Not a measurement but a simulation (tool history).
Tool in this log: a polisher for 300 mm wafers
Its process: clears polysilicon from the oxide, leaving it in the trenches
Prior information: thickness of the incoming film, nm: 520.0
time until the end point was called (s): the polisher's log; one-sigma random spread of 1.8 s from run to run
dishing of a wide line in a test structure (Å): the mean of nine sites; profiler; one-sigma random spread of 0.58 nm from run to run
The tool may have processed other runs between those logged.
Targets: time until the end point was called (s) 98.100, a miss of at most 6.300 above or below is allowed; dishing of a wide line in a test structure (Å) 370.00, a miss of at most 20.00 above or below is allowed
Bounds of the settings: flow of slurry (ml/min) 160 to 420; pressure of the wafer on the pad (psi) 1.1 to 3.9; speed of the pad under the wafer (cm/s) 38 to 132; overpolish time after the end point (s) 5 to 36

run,hour,flow of slurry (ml/min),pressure of the wafer on the pad (psi),speed of the pad under the wafer (cm/s),overpolish time after the end point (s),time until the end point was called (s),dishing of a wide line in a test structure (Å)
1,0.0,270,2.5,84,18,41.558,503.86
2,3.5,270,2.5,84,23,40.997,509.40
3,11.6,270,2.7,84,23,39.293,511.12
4,13.9,310,2.7,84,23,36.981,514.79
5,15.1,310,2.9,84,23,35.573,514.58
6,22.2,250,2.9,84,23,35.118,503.50
7,31.0,235,2.7,78,20,41.937,508.66
8,32.2,225,2.5,76,18,46.310,496.95
9,38.6,215,2.3,72,16,52.443,491.28
10,39.7,205,2.1,70,14,60.863,478.69
11,43.2,205,2.1,70,14,60.507,467.41
12,46.0,200,2.0,70,13,63.729,451.78
13,48.3,195,1.9,70,12,67.951,438.32
14,52.9,195,1.8,70,11,72.574,406.76
15,57.3,195,1.7,70,11,73.400,401.24
16,65.7,195,1.6,68,11,81.374,395.58

Exactly one of the 5 candidate moves below puts every result within its allowed miss. Which one?
A,74.1,170,2.0,38,13,?,?
B,74.1,175,2.4,66,9,?,?
C,74.1,180,1.6,58,12,?,?
D,74.1,160,3.3,38,14,?,?
E,74.1,160,1.1,82,17,?,?

move,time until the end point was called (s),dishing of a wide line in a test structure (Å)
A,116.340,351.58
B,57.422,410.77
C,95.520,372.91
D,72.417,442.02
E,99.692,423.98
A: the result that was furthest off in the last run now lies on the other side of its target
B: further off than the last run
C: hits every target within its allowed miss
D: further off than the last run
E: the worst result of the last run now meets its target, but another is out of spec
C is the move that brings every result within its allowed miss.
